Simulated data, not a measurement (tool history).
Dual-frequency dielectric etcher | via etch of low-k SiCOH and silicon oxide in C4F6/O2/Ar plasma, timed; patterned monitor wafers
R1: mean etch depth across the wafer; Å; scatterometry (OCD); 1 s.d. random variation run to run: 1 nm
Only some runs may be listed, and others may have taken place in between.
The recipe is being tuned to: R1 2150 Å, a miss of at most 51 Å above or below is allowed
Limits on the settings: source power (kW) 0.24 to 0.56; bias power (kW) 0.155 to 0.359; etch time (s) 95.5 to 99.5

run 1 day=0 | source_power_(kW)=0.4 bias_power_(kW)=0.257 etch_time_(s)=95.5 | R1=2757.3
run 2 day=0.096 | source_power_(kW)=0.4 bias_power_(kW)=0.285 etch_time_(s)=95.5 | R1=2822.5
run 3 day=0.212 | source_power_(kW)=0.4 bias_power_(kW)=0.285 etch_time_(s)=95.5 | R1=2831
run 4 day=0.583 | source_power_(kW)=0.47 bias_power_(kW)=0.285 etch_time_(s)=95.5 | R1=3064.8
run 5 day=0.808 | source_power_(kW)=0.4 bias_power_(kW)=0.257 etch_time_(s)=95.5 | R1=2727.2
run 6 day=0.896 | source_power_(kW)=0.35 bias_power_(kW)=0.24 etch_time_(s)=95.5 | R1=2510.7
run 7 day=0.933 | source_power_(kW)=0.32 bias_power_(kW)=0.232 etch_time_(s)=95.5 | R1=2388.6
run 8 day=1.104 | source_power_(kW)=0.3 bias_power_(kW)=0.228 etch_time_(s)=95.5 | R1=2298.3
run 9 day=1.321 | source_power_(kW)=0.29 bias_power_(kW)=0.226 etch_time_(s)=95.5 | R1=2222.8

Consider the 4 candidate settings below. Which is the only one whose results all fall within their allowed miss of target?
run A day=1.538 | source_power_(kW)=0.3 bias_power_(kW)=0.215 etch_time_(s)=95.5 | R1=?
run B day=1.538 | source_power_(kW)=0.29 bias_power_(kW)=0.196 etch_time_(s)=97 | R1=?
run C day=1.538 | source_power_(kW)=0.31 bias_power_(kW)=0.23 etch_time_(s)=95.5 | R1=?
run D day=1.538 | source_power_(kW)=0.31 bias_power_(kW)=0.218 etch_time_(s)=99.5 | R1=?

move=A R1=2235.7
move=B R1=2159.6
move=C R1=2328.7
move=D R1=2380.5
A: further off than the last run
B: every result lands within tolerance
C: further off than the last run
D: further off than the last run
The right move is B.
